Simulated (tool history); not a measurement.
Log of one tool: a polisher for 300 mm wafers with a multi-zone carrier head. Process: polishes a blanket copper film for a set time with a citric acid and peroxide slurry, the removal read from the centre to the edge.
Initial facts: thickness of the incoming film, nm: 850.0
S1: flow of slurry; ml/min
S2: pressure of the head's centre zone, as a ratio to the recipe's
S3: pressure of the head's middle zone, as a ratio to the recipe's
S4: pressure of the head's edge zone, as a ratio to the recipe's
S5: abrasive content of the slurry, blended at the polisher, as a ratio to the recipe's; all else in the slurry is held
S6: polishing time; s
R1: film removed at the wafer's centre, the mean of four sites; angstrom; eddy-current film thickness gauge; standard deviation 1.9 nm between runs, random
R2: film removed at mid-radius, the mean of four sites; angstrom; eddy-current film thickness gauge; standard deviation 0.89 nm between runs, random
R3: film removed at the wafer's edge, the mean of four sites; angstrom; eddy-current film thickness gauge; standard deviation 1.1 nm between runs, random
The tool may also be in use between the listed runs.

run  hour   S1    S2    S3    S4    S5  S6      R1      R2      R3
  1   0.0  310  1.00  1.00  1.00  1.00  66  1823.6  1795.4  1792.8
  2   6.0  310  1.00  1.04  1.00  1.00  66  1838.1  1882.4  1795.5
  3  10.0  310  1.01  1.01  0.98  0.95  64  1800.5  1761.9  1701.2
  4  12.7  310  1.01  1.01  0.92  0.95  64  1789.8  1757.3  1661.7
  5  18.7  310  1.01  0.99  0.91  0.90  62  1746.9  1651.0  1555.1
  6  23.9  230  1.01  0.99  0.91  0.90  62  1674.7  1600.8  1560.5

Forecast run 7:
  7  25.4  230  1.01  0.99  0.91  0.90  62   ?   ?   ?

{"run 7": {"R1": 1601.2, "R2": 1617.2, "R3": 1536.9}}

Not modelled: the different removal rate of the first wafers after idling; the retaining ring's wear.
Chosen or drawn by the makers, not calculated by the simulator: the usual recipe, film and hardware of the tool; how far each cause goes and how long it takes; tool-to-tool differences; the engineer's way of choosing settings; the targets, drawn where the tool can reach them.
